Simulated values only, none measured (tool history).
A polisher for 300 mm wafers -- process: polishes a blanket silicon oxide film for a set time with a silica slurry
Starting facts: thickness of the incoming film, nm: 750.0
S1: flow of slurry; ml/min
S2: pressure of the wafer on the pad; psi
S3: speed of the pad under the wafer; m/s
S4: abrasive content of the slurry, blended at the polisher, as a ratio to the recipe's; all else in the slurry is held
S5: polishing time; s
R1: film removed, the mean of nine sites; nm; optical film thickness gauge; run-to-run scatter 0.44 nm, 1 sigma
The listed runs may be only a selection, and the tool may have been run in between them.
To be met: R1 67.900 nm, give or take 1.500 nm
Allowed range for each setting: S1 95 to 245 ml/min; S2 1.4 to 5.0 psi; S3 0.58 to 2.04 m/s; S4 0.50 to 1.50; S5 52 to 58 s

run	day	S1	S2	S3	S4	S5	R1
1	0.000	155	3.2	1.30	1.00	58	145.880
2	0.258	150	2.8	1.24	1.00	58	124.150
3	0.550	150	2.5	1.24	1.00	58	111.690
4	0.717	145	2.3	1.20	1.00	58	100.010
5	0.838	145	2.7	1.20	1.00	58	117.030
6	0.992	145	2.7	1.20	1.20	58	125.580
7	1.288	140	2.4	1.14	1.20	58	108.120
8	1.400	135	2.2	1.10	1.20	58	96.434
9	1.738	130	2.0	1.10	1.20	58	87.118
10	1.971	125	1.9	1.10	1.20	58	83.571
11	2.079	120	1.8	1.10	1.20	58	77.150
12	2.246	95	1.5	1.10	1.20	58	61.468
13	2.592	100	1.5	1.10	1.20	58	63.086
14	2.729	105	1.5	1.10	1.20	58	63.635
15	2.842	110	1.5	1.10	1.20	58	63.763
16	3.138	115	1.5	1.10	1.20	58	64.422
17	3.471	120	1.5	1.10	1.20	58	65.471

Which of these 4 next moves meets every target?
A	3.804	110	1.5	1.36	1.05	53	?
B	3.804	140	1.6	0.94	1.45	56	?
C	3.804	115	1.6	0.94	1.30	58	?
D	3.804	110	1.7	1.16	1.15	52	?

move	R1
A	63.579
B	67.480
C	64.014
D	65.584
A: lands further from the targets than the last run did
B: all results land within tolerance of their targets
C: lands further from the targets than the last run did
D: just as far off the targets as the last run
Go with B: it meets all targets.

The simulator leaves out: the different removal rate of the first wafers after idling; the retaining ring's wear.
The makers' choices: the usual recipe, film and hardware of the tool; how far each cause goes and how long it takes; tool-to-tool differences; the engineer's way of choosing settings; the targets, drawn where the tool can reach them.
